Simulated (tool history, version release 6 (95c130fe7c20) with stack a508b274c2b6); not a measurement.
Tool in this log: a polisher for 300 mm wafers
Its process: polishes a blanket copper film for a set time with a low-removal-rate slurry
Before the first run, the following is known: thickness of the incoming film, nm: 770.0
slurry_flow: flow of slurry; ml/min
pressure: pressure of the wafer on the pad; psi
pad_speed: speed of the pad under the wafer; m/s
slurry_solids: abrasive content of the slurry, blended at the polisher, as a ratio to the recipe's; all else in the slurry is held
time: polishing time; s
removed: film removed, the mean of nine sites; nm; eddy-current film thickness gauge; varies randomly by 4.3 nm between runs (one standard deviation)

run 1 day=0 | slurry_flow=305 pressure=3.1 pad_speed=0.96 slurry_solids=1 time=98 | removed=276.78
run 2 day=0.167 | slurry_flow=305 pressure=3.3 pad_speed=0.96 slurry_solids=1 time=98 | removed=298.17
run 3 day=0.196 | slurry_flow=305 pressure=3.3 pad_speed=0.96 slurry_solids=1.2 time=98 | removed=307.94
run 4 day=0.408 | slurry_flow=305 pressure=3.4 pad_speed=0.96 slurry_solids=1.2 time=98 | removed=315.93
run 5 day=0.754 | slurry_flow=235 pressure=3.4 pad_speed=0.96 slurry_solids=1.2 time=98 | removed=310.87
run 6 day=0.979 | slurry_flow=235 pressure=3.4 pad_speed=0.84 slurry_solids=1.2 time=98 | removed=278.43
run 7 day=1.321 | slurry_flow=235 pressure=3.4 pad_speed=0.84 slurry_solids=1.2 time=98 | removed=275.2

Run 8, settings as shown, results not yet in. Your forecast:
run 8 day=1.35 | slurry_flow=235 pressure=3.6 pad_speed=0.84 slurry_solids=1.2 time=98 | removed=?

{"run 8": {"removed": 292.75}}
